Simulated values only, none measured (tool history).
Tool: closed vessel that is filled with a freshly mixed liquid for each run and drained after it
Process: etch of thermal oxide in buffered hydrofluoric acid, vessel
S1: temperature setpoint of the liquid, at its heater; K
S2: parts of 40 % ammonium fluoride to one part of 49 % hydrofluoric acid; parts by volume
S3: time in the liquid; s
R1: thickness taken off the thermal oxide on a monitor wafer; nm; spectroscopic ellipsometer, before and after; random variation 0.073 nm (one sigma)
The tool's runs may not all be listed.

run 1 hour=0.0 | S1=296.15 S2=12.0 S3=30 | R1=24.681
run 2 hour=7.2 | S1=294.15 S2=12.5 S3=30 | R1=21.352
run 3 hour=10.8 | S1=294.15 S2=11.0 S3=30 | R1=23.980
run 4 hour=18.2 | S1=296.15 S2=11.0 S3=30 | R1=26.870
run 5 hour=19.1 | S1=296.15 S2=11.0 S3=30 | R1=26.987
run 6 hour=26.9 | S1=297.65 S2=11.0 S3=30 | R1=29.349
run 7 hour=28.3 | S1=295.15 S2=12.0 S3=30 | R1=23.410
run 8 hour=31.1 | S1=293.65 S2=12.5 S3=30 | R1=20.742
run 9 hour=31.6 | S1=292.65 S2=13.0 S3=30 | R1=18.682
run 10 hour=32.6 | S1=291.65 S2=13.0 S3=30 | R1=17.767

Predict the results of run 11:
run 11 hour=40.0 | S1=291.15 S2=13.5 S3=30 | R1=?

R1: 16.625 nm

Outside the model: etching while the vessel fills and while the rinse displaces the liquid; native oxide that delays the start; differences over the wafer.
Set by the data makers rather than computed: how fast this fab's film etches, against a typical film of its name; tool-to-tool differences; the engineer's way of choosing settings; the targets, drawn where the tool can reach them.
